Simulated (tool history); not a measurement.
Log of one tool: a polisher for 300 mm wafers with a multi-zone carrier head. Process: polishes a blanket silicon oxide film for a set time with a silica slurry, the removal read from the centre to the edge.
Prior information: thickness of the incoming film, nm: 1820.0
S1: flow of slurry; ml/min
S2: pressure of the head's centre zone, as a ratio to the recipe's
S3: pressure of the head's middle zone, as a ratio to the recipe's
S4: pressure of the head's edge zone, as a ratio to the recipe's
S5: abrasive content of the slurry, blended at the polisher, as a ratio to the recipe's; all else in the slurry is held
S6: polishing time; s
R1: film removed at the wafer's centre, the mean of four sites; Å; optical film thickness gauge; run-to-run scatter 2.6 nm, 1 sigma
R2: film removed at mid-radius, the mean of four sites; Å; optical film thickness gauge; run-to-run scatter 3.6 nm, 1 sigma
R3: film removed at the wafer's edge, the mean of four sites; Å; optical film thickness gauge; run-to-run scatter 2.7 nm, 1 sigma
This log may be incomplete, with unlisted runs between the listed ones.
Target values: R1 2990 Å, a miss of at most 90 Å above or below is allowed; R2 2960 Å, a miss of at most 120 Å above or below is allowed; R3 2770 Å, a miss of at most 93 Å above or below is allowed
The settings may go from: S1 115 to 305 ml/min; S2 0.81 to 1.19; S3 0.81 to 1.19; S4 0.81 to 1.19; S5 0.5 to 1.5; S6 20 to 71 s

run    day   S1    S2    S3    S4    S5  S6      R1      R2      R3
  1      0  195     1     1     1     1  45  2173.1  2212.1  2090.9
  2  0.033  195     1     1     1   0.8  45  2006.7  2027.1  1946.1
  3  0.108  200  1.01  1.01  1.02   0.9  45  2131.3  2172.2  2074.4
  4  0.358  200  1.01  1.01  1.02   0.9  40  1843.1  1924.3  1870.1
  5  0.692  235  1.01  1.01  1.02   0.9  40  1918.3  1947.2  1893.3
  6  1.012  235  1.01  1.01  0.96   0.9  40  1944.2  1958.9  1815.1
  7  1.088  240  1.03  1.02  0.99     1  40  2074.2  2048.1  1944.8
     1.262  -- edge zone pressure recalibrated
  8  1.262  240  1.04  1.04  1.01  1.05  40  2124.9  2170.4  2021.1
  9  1.538  245  1.06  1.05  1.03   1.1  40  2223.1  2197.5  2126.6
 10  1.762  250  1.07  1.07  1.03  1.15  40  2238.8  2301.1  2166.1
 11  1.867  255  1.08  1.08  1.03   1.2  40  2376.4  2355.1  2157.7

Which single option among these 5 for the next run brings every result within its allowed miss of target? Just one does.
  A  1.971  225  1.08  1.06  1.02   1.2  52   ?   ?   ?
  B  1.971  255  1.04  1.11  1.08   1.2  49   ?   ?   ?
  C  1.971  270  1.11  1.11  0.93   1.2  53   ?   ?   ?
  D  1.971  245  1.12  1.12  0.99  1.25  48   ?   ?   ?
  E  1.971  250  0.94  1.14  1.07  1.45  50   ?   ?   ?

move      R1      R2      R3
   A  3011.3    2913  2826.9
   B  2781.8    2894  2771.5
   C  3236.4  3150.5  2802.6
   D  2966.5  2885.6  2632.5
   E  2742.2  3229.4    3012
A: all results land within tolerance of their targets
B: nearer the targets than the last run, but a result is still out of spec
C: takes the result that was furthest off past its target
D: puts the biggest miss on target and leaves a different result outside tolerance
E: nearer the targets than the last run, but a result is still out of spec
Correct choice: A, which meets every target
